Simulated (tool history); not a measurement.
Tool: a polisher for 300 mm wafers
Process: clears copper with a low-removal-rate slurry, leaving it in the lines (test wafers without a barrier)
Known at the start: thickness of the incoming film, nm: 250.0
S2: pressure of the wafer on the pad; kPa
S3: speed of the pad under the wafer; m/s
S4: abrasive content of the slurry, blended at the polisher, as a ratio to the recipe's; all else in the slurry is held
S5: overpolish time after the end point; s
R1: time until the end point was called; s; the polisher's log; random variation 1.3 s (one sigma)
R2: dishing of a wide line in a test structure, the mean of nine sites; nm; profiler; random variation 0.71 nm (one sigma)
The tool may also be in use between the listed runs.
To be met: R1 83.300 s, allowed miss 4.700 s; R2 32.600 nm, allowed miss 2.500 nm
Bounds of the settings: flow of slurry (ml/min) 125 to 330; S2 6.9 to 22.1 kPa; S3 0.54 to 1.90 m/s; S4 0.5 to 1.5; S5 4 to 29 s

{"run": 1, "hour": 0.0, "flow of slurry (ml/min)": 210, "S2": 14.5, "S3": 1.22, "S4": 1.0, "S5": 15, "R1": 121.0, "R2": 22.893}
{"run": 2, "hour": 6.5, "flow of slurry (ml/min)": 210, "S2": 16.5, "S3": 1.22, "S4": 1.0, "S5": 15, "R1": 101.77, "R2": 25.614}
{"run": 3, "hour": 13.7, "flow of slurry (ml/min)": 210, "S2": 16.5, "S3": 0.92, "S4": 1.0, "S5": 15, "R1": 126.56, "R2": 23.103}
{"run": 4, "hour": 16.4, "flow of slurry (ml/min)": 245, "S2": 16.5, "S3": 0.92, "S4": 1.0, "S5": 15, "R1": 121.15, "R2": 22.612}
{"run": 5, "hour": 20.0, "flow of slurry (ml/min)": 245, "S2": 18.6, "S3": 0.92, "S4": 1.0, "S5": 15, "R1": 107.24, "R2": 25.318}
{"run": 6, "hour": 22.6, "flow of slurry (ml/min)": 245, "S2": 19.3, "S3": 0.92, "S4": 1.0, "S5": 15, "R1": 104.85, "R2": 26.647}
{"run": 7, "hour": 29.3, "flow of slurry (ml/min)": 245, "S2": 20.0, "S3": 0.94, "S4": 1.0, "S5": 15, "R1": 102.52, "R2": 26.959}
{"run": 8, "hour": 31.7, "flow of slurry (ml/min)": 250, "S2": 20.7, "S3": 0.96, "S4": 1.0, "S5": 15, "R1": 97.491, "R2": 27.426}
{"run": 9, "hour": 37.9, "flow of slurry (ml/min)": 250, "S2": 20.7, "S3": 0.98, "S4": 1.0, "S5": 15, "R1": 96.351, "R2": 28.241}
{"run": 10, "hour": 41.2, "flow of slurry (ml/min)": 250, "S2": 20.7, "S3": 1.0, "S4": 1.0, "S5": 15, "R1": 95.087, "R2": 28.936}

4 next moves are on the table. One of them brings every result within its allowed miss. Which?
{"run": "A", "hour": 44.5, "flow of slurry (ml/min)": 225, "S2": 19.3, "S3": 1.3, "S4": 1.2, "S5": 16, "R1": "?", "R2": "?"}
{"run": "B", "hour": 44.5, "flow of slurry (ml/min)": 245, "S2": 20.7, "S3": 1.1, "S4": 1.0, "S5": 11, "R1": "?", "R2": "?"}
{"run": "C", "hour": 44.5, "flow of slurry (ml/min)": 315, "S2": 20.7, "S3": 1.22, "S4": 1.1, "S5": 12, "R1": "?", "R2": "?"}
{"run": "D", "hour": 44.5, "flow of slurry (ml/min)": 270, "S2": 17.9, "S3": 1.02, "S4": 1.1, "S5": 18, "R1": "?", "R2": "?"}

move=A R1=80.832 R2=32.065
move=B R1=87.461 R2=22.564
move=C R1=77.834 R2=26.600
move=D R1=102.420 R2=29.222
A: meets every target
B: brings the result that was furthest off to its target, and leaves another outside
C: takes the result that was furthest off past its target
D: further off than the last run
The right move is A.

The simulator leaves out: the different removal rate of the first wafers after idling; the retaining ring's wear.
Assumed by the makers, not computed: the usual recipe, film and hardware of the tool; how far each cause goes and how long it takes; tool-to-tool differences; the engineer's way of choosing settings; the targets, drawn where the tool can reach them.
